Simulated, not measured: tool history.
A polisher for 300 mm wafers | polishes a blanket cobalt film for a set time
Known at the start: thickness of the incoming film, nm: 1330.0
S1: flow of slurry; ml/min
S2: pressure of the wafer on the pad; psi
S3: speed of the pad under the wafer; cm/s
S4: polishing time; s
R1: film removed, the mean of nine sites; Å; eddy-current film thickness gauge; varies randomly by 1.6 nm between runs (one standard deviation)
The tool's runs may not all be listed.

| run | hour | S1 | S2 | S3 | S4 | R1 |
|---|---|---|---|---|---|---|
| 1 | 0.0 | 285 | 2.3 | 116 | 27 | 2036.5 |
| 2 | 2.5 | 290 | 2.4 | 116 | 27 | 2118.7 |
| 3 | 10.8 | 290 | 2.1 | 116 | 27 | 1908.8 |
| 4 | 14.1 | 290 | 2.6 | 116 | 27 | 2228.6 |
| 5 | 22.6 | 290 | 2.6 | 116 | 25 | 2084.9 |
| 6 | 25.9 | 295 | 2.7 | 116 | 25 | 2166.4 |
| 7 | 26.6 | 295 | 2.8 | 116 | 25 | 2206.1 |

For run 8, what comes out?
| 8 | 28.0 | 295 | 2.9 | 116 | 25 | ? |

R1: 2280.5 Å
